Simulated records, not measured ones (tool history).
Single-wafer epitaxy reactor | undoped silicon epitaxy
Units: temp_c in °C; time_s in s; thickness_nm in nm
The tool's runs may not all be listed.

run	hour	temp_c	time_s	thickness_nm
1	0	650	167	32.041
2	0.7	650	151	28.965
3	4	654	151	31.574
4	5.8	654	134	27.718
5	7.2	663	134	32.775
# hour 8.5: pyrometer calibrated
6	8.5	663	126	27.627
7	13.8	662	126	27.406

The next listed run, before its measurement:
8	20.3	661	126	?

{"run 8": {"thickness_nm": 26.238}}
